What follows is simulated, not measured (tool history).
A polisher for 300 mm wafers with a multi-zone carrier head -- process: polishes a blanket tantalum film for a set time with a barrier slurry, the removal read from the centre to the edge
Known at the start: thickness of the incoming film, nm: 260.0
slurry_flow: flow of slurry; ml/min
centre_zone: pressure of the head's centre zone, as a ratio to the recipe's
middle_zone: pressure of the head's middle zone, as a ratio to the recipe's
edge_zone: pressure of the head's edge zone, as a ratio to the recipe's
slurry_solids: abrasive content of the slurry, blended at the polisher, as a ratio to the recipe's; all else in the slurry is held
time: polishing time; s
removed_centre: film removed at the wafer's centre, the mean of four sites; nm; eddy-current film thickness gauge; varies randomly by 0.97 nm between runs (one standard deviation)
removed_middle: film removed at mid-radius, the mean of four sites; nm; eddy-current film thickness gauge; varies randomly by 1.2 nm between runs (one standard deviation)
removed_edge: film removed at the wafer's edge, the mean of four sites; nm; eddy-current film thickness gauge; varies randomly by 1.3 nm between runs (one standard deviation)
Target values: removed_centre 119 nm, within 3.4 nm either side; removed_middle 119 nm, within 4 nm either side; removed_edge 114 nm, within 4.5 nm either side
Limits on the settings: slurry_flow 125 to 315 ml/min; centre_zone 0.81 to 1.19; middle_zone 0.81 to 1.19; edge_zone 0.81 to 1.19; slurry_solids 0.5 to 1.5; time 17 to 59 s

| run | hour | slurry_flow | centre_zone | middle_zone | edge_zone | slurry_solids | time | removed_centre | removed_middle | removed_edge |
|---|---|---|---|---|---|---|---|---|---|---|
| 1 | 0 | 205 | 1 | 1 | 1 | 1 | 38 | 78.697 | 77.929 | 76.49 |
| 2 | 8.1 | 210 | 1.02 | 1.02 | 1.03 | 1.1 | 39 | 83.375 | 84.155 | 84.012 |
| 3 | 12.8 | 165 | 1.02 | 1.02 | 1.03 | 1.1 | 39 | 82.411 | 80.409 | 80.548 |
| 4 | 17.4 | 165 | 1.08 | 1.02 | 1.03 | 1.1 | 39 | 86.554 | 79.964 | 79.951 |
| 5 | 18.1 | 165 | 1.08 | 0.94 | 1.03 | 1.1 | 39 | 86.327 | 74.733 | 81.775 |
| 6 | 24.5 | 165 | 1.08 | 0.94 | 1.03 | 1.3 | 39 | 89.519 | 77.289 | 84.242 |
| 7 | 32.6 | 220 | 1.11 | 1.04 | 1.13 | 1.5 | 47 | 120.92 | 109.49 | 112.96 |
| 8 | 40.5 | 225 | 1.1 | 1.05 | 1.13 | 1.5 | 47 | 121.41 | 111.68 | 110.46 |
| 9 | 47.5 | 225 | 1.09 | 1.06 | 1.14 | 1.5 | 47 | 118.92 | 113.01 | 112.33 |
| 10 | 51.4 | 225 | 1.09 | 1.06 | 1.14 | 1.5 | 47 | 120.36 | 114.24 | 114.14 |
|  | 54.7 | worn pad replaced by a new one |
| 11 | 54.7 | 225 | 1.09 | 1.06 | 1.14 | 1.5 | 47 | 127.29 | 121.05 | 121.27 |
| 12 | 59.2 | 225 | 1.08 | 1.06 | 1.12 | 1.5 | 47 | 123.55 | 120.11 | 122.2 |
| 13 | 66.5 | 225 | 1.08 | 1.07 | 1.13 | 1.5 | 47 | 125.19 | 123.07 | 119.33 |
| 14 | 70.3 | 225 | 1.08 | 1.07 | 1.13 | 1.45 | 47 | 124.2 | 120.2 | 117.12 |
| 15 | 77.4 | 225 | 1.07 | 1.07 | 1.13 | 1.4 | 47 | 123.13 | 120.71 | 120.14 |

Next run, 5 choices. One meets every target within its allowed miss, the rest don't. Which?
| A | 84.5 | 215 | 1.08 | 1.11 | 1.12 | 1.45 | 45 | ? | ? | ? |
| B | 84.5 | 290 | 1.03 | 1.01 | 1.13 | 1.5 | 48 | ? | ? | ? |
| C | 84.5 | 205 | 1.15 | 1.15 | 1.04 | 1.5 | 45 | ? | ? | ? |
| D | 84.5 | 255 | 1.19 | 1.13 | 1.09 | 1.45 | 44 | ? | ? | ? |
| E | 84.5 | 190 | 1.07 | 1 | 1.04 | 1.45 | 47 | ? | ? | ? |

| move | removed_centre | removed_middle | removed_edge |
|---|---|---|---|
| A | 118.96 | 115.62 | 114.54 |
| B | 126.77 | 118.91 | 127.23 |
| C | 126.68 | 119.18 | 110.52 |
| D | 131.47 | 117.32 | 112.3 |
| E | 120.42 | 108.45 | 113.83 |
A: in spec on every target
B: the biggest miss grows against the last run
C: brings the result that was furthest off to its target, and leaves another outside
D: brings the result that was furthest off to its target, and leaves another outside
E: brings the result that was furthest off to its target, and leaves another outside
So the answer is move A, the one that meets all the targets.
